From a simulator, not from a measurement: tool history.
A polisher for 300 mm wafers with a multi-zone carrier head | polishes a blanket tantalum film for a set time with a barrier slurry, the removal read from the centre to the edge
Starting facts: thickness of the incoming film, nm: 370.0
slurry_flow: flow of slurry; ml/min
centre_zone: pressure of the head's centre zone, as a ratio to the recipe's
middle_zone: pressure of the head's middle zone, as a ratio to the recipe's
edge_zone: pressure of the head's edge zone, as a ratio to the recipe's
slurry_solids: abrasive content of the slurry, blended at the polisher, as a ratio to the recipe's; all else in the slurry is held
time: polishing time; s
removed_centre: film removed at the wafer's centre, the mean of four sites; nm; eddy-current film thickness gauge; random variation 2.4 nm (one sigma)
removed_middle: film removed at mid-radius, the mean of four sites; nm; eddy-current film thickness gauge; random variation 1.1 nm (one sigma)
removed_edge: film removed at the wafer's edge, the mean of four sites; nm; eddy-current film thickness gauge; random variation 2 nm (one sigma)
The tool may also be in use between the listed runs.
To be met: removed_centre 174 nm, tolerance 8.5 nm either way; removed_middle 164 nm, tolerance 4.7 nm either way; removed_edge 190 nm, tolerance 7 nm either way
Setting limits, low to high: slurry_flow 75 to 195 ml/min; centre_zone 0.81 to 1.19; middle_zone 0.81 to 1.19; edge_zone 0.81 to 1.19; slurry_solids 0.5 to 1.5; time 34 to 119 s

run,day,slurry_flow,centre_zone,middle_zone,edge_zone,slurry_solids,time,removed_centre,removed_middle,removed_edge
1,0,125,1,1,1,1,76,136.71,142.19,136.16
2,0.304,155,1,1,1,1,76,136.74,145.94,139.31
3,0.442,155,1,0.97,1,1,76,140.02,142.06,139.07
4,0.671,155,1,0.91,1,1,76,138.1,134.56,142.55
5,1,155,1,0.97,1,1,76,142.19,143.09,140.3
6,1.358,155,1,0.93,1,1,76,140.26,136.15,140.34
7,1.438,155,1,0.92,1.04,1.15,78,150.68,147.37,153.23
8,1.483,170,0.98,0.82,1.14,1.4,82,170.89,150.75,181.85
9,1.542,175,0.97,0.83,1.15,1.4,82,169.42,153.94,182.95
10,1.808,180,0.97,0.84,1.16,1.4,82,164.82,156.5,183.17
11,1.867,180,0.98,0.84,1.16,1.4,82,172.4,155.61,186.17
12,2.221,185,0.98,0.85,1.16,1.4,82,172.04,158.11,186.06

Which of these 4 next moves meets every target?
A,2.575,195,1.16,0.85,1.06,1.4,78,?,?,?
B,2.575,155,0.98,0.87,1.15,1.5,84,?,?,?
C,2.575,180,1.06,0.83,1.08,1.3,89,?,?,?
D,2.575,185,0.98,0.85,1.17,1.4,91,?,?,?

move,removed_centre,removed_middle,removed_edge
A,195.98,151.29,171.39
B,174.66,163.63,190.9
C,197.61,164.13,191.86
D,191.4,175.38,208.97
A: its largest miss is bigger than the last run's
B: in spec on every target
C: corrects the largest miss of the last run, while another result sits out of spec
D: takes the result that was furthest off past its target
B is the move that brings every result within its allowed miss.
